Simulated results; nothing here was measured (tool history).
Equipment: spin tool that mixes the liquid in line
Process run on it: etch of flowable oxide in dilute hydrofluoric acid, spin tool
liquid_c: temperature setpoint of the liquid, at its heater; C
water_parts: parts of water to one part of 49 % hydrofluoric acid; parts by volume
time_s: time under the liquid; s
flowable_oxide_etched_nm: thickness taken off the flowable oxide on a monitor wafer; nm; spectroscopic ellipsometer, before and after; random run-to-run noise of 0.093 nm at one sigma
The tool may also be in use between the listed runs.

run 1 hour=0 | liquid_c=23 water_parts=210 time_s=35 | flowable_oxide_etched_nm=5.7048
run 2 hour=5.5 | liquid_c=24.5 water_parts=200 time_s=35 | flowable_oxide_etched_nm=6.3365
run 3 hour=13.7 | liquid_c=22 water_parts=200 time_s=35 | flowable_oxide_etched_nm=5.7263
run 4 hour=22.4 | liquid_c=23.5 water_parts=200 time_s=35 | flowable_oxide_etched_nm=6.1761
run 5 hour=31.3 | liquid_c=21 water_parts=200 time_s=35 | flowable_oxide_etched_nm=5.5624
run 6 hour=39.5 | liquid_c=23 water_parts=190 time_s=35 | flowable_oxide_etched_nm=6.4026
run 7 hour=41.2 | liquid_c=24.5 water_parts=185 time_s=35 | flowable_oxide_etched_nm=7.0054
run 8 hour=46.7 | liquid_c=24.5 water_parts=185 time_s=35 | flowable_oxide_etched_nm=7.0165
run 9 hour=47.7 | liquid_c=24.5 water_parts=185 time_s=35 | flowable_oxide_etched_nm=6.8937
run 10 hour=53.5 | liquid_c=25.5 water_parts=175 time_s=35 | flowable_oxide_etched_nm=7.6222
run 11 hour=57.1 | liquid_c=26.5 water_parts=170 time_s=35 | flowable_oxide_etched_nm=8.2551
run 12 hour=59.5 | liquid_c=27.5 water_parts=170 time_s=35 | flowable_oxide_etched_nm=8.6401

Expected results for the next run?
run 13 hour=67.4 | liquid_c=28 water_parts=170 time_s=35 | flowable_oxide_etched_nm=?

{"run 13": {"flowable_oxide_etched_nm": 8.7769}}
